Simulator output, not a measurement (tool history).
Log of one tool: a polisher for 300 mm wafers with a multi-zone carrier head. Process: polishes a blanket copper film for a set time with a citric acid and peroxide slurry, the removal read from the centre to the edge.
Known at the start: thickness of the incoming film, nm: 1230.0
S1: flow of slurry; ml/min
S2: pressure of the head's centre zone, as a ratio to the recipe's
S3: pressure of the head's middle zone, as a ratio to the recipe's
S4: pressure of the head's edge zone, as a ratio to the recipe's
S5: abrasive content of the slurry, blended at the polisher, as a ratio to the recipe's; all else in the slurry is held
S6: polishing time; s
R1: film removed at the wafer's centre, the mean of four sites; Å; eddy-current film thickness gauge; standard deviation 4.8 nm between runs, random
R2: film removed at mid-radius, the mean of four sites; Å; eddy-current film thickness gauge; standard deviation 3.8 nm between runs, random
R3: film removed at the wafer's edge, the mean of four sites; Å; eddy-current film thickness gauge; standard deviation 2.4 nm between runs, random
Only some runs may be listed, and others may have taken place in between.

run    day   S1    S2    S3    S4    S5  S6      R1      R2      R3
  1      0  270     1     1     1     1  82  2595.1  2485.7  2516.8
  2   0.35  270  0.92     1     1     1  82  2372.2  2494.6  2491.2
  3  0.629  270  0.92  0.94     1     1  82  2452.6  2292.6  2460.6
  4  0.904  205  0.92  0.94     1     1  82  2341.8  2267.5  2466.9
  5  1.154  255  0.92  0.94     1     1  82  2370.3  2299.3  2491.8
  6  1.479  255  0.92  0.94     1     1  97    2869  2786.8  2929.9
  7  1.804  255  0.92  0.94     1     1  97  2793.4  2782.4  2942.7
  8  1.979  260  0.95  0.98  1.02  1.05  97  2901.1  2909.2  2957.2

Run 9, settings as shown, results not yet in. Your forecast:
  9  2.038  300  1.01  1.08  1.12  1.3  102   ?   ?   ?

R1: 3396.9 Å
R2: 3497.3 Å
R3: 3360.2 Å
